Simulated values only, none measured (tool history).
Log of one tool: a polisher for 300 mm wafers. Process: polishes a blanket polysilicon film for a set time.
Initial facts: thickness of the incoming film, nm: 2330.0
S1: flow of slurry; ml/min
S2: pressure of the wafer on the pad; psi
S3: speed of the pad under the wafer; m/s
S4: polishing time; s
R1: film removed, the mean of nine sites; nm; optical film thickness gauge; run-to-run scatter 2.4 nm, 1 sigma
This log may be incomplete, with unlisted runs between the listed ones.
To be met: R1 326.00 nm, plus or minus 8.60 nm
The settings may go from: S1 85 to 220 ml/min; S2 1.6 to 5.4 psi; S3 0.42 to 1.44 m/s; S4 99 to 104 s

run 1 hour=0.0 | S1=140 S2=3.5 S3=0.92 S4=99 | R1=798.65
run 2 hour=5.4 | S1=140 S2=3.5 S3=0.80 S4=99 | R1=700.71
run 3 hour=7.7 | S1=140 S2=3.5 S3=0.80 S4=104 | R1=746.80
run 4 hour=15.9 | S1=125 S2=3.5 S3=0.80 S4=104 | R1=722.55
run 5 hour=21.2 | S1=115 S2=3.0 S3=0.76 S4=104 | R1=597.41
run 6 hour=25.9 | S1=115 S2=3.0 S3=0.94 S4=104 | R1=734.13
run 7 hour=31.8 | S1=110 S2=2.6 S3=0.84 S4=104 | R1=562.09
run 8 hour=36.3 | S1=105 S2=2.3 S3=0.80 S4=104 | R1=470.31
-- hour=40.7 worn pad replaced by a new one
run 9 hour=40.7 | S1=90 S2=1.6 S3=0.70 S4=104 | R1=302.69

Next run, 5 choices. One meets every target within its allowed miss, the rest don't. Which?
run A hour=45.1 | S1=85 S2=1.7 S3=0.62 S4=102 | R1=?
run B hour=45.1 | S1=85 S2=1.6 S3=0.74 S4=100 | R1=?
run C hour=45.1 | S1=120 S2=1.6 S3=0.64 S4=99 | R1=?
run D hour=45.1 | S1=115 S2=1.7 S3=0.62 S4=99 | R1=?
run E hour=45.1 | S1=105 S2=1.7 S3=0.70 S4=104 | R1=?

move=A R1=274.74
move=B R1=301.55
move=C R1=276.45
move=D R1=281.85
move=E R1=327.39
A: its largest miss is bigger than the last run's
B: about the same distance from the targets as the last run
C: its largest miss is bigger than the last run's
D: its largest miss is bigger than the last run's
E: every result lands within tolerance
E meets every target.
